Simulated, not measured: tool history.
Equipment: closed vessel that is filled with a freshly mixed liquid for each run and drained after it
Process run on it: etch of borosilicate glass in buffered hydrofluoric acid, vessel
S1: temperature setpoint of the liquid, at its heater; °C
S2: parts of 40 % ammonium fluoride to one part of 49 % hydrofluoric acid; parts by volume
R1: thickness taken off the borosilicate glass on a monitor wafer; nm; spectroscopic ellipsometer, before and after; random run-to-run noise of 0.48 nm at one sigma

Run 1, hour 0.0: S1 24.0 °C, S2 10.0 parts by volume, time in the liquid (s) 30. Result: R1 37.982 nm.
Run 2, hour 8.9: S1 27.0 °C, S2 10.0 parts by volume, time in the liquid (s) 30. Result: R1 43.968 nm.
Run 3, hour 14.1: S1 27.0 °C, S2 12.0 parts by volume, time in the liquid (s) 30. Result: R1 36.928 nm.
Run 4, hour 20.1: S1 24.0 °C, S2 12.0 parts by volume, time in the liquid (s) 30. Result: R1 31.660 nm.
Run 5, hour 20.6: S1 22.5 °C, S2 12.0 parts by volume, time in the liquid (s) 30. Result: R1 29.364 nm.
Run 6, hour 23.4: S1 21.0 °C, S2 12.0 parts by volume, time in the liquid (s) 30. Result: R1 27.007 nm.
Run 7, hour 24.9: S1 22.5 °C, S2 11.5 parts by volume, time in the liquid (s) 30. Result: R1 30.348 nm.
Run 8, hour 30.4: S1 26.5 °C, S2 8.5 parts by volume, time in the liquid (s) 30. Result: R1 49.048 nm.

For run 9, what comes out?
Run 9, hour 32.1: S1 27.0 °C, S2 8.5 parts by volume, time in the liquid (s) 30. Result: R1 ?.

{"run 9": {"R1": 51.194}}
